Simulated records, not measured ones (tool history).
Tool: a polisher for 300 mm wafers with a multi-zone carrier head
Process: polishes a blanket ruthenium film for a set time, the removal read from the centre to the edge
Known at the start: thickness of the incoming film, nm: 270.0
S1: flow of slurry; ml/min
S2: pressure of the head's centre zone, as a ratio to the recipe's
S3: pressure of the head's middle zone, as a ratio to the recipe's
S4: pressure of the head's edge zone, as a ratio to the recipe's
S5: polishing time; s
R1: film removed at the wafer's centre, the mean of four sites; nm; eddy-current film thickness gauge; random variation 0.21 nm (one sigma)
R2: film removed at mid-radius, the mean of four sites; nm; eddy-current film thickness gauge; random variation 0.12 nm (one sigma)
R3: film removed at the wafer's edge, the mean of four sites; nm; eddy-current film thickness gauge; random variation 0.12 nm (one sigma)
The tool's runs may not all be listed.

Run 1, hour 0.0: S1 220 ml/min, S2 1.00, S3 1.00, S4 1.00, S5 41 s. Result: R1 26.307 nm, R2 26.599 nm, R3 26.841 nm.
Run 2, hour 0.9: S1 215 ml/min, S2 1.00, S3 0.98, S4 0.95, S5 35 s. Result: R1 23.150 nm, R2 22.264 nm, R3 22.329 nm.
Run 3, hour 7.2: S1 175 ml/min, S2 1.00, S3 0.98, S4 0.95, S5 35 s. Result: R1 21.956 nm, R2 21.978 nm, R3 21.863 nm.
Run 4, hour 14.5: S1 175 ml/min, S2 0.99, S3 0.97, S4 0.92, S5 31 s. Result: R1 19.282 nm, R2 19.244 nm, R3 19.152 nm.
Run 5, hour 17.1: S1 175 ml/min, S2 0.99, S3 0.93, S4 0.92, S5 31 s. Result: R1 19.245 nm, R2 18.493 nm, R3 19.327 nm.
Run 6, hour 24.0: S1 175 ml/min, S2 0.99, S3 0.93, S4 0.92, S5 24 s. Result: R1 15.148 nm, R2 14.385 nm, R3 14.987 nm.

The next listed run, before its measurement:
Run 7, hour 27.2: S1 185 ml/min, S2 1.00, S3 0.95, S4 0.92, S5 24 s. Result: R1 ?, R2 ?, R3 ?.

{"run 7": {"R1": 15.408, "R2": 14.689, "R3": 15.026}}

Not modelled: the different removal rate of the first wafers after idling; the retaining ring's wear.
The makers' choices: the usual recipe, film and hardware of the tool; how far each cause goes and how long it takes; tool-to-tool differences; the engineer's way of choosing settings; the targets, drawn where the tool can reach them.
